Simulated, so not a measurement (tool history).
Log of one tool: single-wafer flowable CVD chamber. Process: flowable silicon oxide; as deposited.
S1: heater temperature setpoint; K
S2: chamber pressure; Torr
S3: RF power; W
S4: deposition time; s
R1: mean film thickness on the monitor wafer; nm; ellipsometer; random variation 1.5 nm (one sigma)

{"run": 1, "day": 0.0, "S1": 373.15, "S2": 0.654, "S3": 2315, "S4": 766, "R1": 413.55}
{"run": 2, "day": 0.367, "S1": 375.15, "S2": 0.654, "S3": 2315, "S4": 766, "R1": 394.62}
{"run": 3, "day": 0.533, "S1": 375.15, "S2": 0.654, "S3": 2160, "S4": 766, "R1": 388.22}
{"run": 4, "day": 0.625, "S1": 377.15, "S2": 0.654, "S3": 2160, "S4": 766, "R1": 362.35}
{"run": 5, "day": 0.908, "S1": 377.15, "S2": 0.654, "S3": 2310, "S4": 766, "R1": 368.4}
{"run": 6, "day": 0.992, "S1": 379.15, "S2": 0.654, "S3": 2310, "S4": 766, "R1": 350.74}
{"run": 7, "day": 1.338, "S1": 381.15, "S2": 0.654, "S3": 2310, "S4": 766, "R1": 326.75}

The next listed run, before its measurement:
{"day": 1.396, "done": "thermocouple changed; heater temperature recalibrated"}
{"run": 8, "day": 1.396, "S1": 382.15, "S2": 0.654, "S3": 2310, "S4": 766, "R1": "?"}

{"run 8": {"R1": 287.41}}

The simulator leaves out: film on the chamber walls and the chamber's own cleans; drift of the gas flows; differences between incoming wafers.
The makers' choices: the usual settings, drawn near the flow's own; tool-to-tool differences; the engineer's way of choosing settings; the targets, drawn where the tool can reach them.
